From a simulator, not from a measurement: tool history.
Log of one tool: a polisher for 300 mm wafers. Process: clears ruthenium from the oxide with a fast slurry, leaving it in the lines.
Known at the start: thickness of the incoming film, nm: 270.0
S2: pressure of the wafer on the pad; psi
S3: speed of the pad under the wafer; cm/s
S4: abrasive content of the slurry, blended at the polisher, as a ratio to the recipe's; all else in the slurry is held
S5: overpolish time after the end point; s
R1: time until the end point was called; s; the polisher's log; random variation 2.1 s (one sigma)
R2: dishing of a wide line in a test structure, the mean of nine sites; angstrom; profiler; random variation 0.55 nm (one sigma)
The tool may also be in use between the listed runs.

{"run": 1, "day": 0.0, "flow of slurry (ml/min)": 255, "S2": 2.5, "S3": 128, "S4": 1, "S5": 10, "R1": 67.384, "R2": 229.76}
{"run": 2, "day": 0.367, "flow of slurry (ml/min)": 255, "S2": 2.1, "S3": 128, "S4": 1, "S5": 10, "R1": 79.376, "R2": 213.11}
{"run": 3, "day": 0.696, "flow of slurry (ml/min)": 210, "S2": 2.1, "S3": 128, "S4": 1, "S5": 10, "R1": 83.473, "R2": 220.56}
{"run": 4, "day": 0.804, "flow of slurry (ml/min)": 205, "S2": 2, "S3": 128, "S4": 1, "S5": 10, "R1": 87.483, "R2": 218.04}
{"run": 5, "day": 1.179, "flow of slurry (ml/min)": 205, "S2": 2, "S3": 128, "S4": 1, "S5": 14, "R1": 83.762, "R2": 267.99}
{"run": 6, "day": 1.367, "flow of slurry (ml/min)": 205, "S2": 2.4, "S3": 128, "S4": 1, "S5": 14, "R1": 71.298, "R2": 275.83}
{"run": 7, "day": 1.462, "flow of slurry (ml/min)": 205, "S2": 1.7, "S3": 118, "S4": 1, "S5": 14, "R1": 105.49, "R2": 224.28}

Forecast run 8:
{"run": 8, "day": 1.65, "flow of slurry (ml/min)": 200, "S2": 1.7, "S3": 118, "S4": 1, "S5": 14, "R1": "?", "R2": "?"}

{"run 8": {"R1": 105.74, "R2": 225.32}}
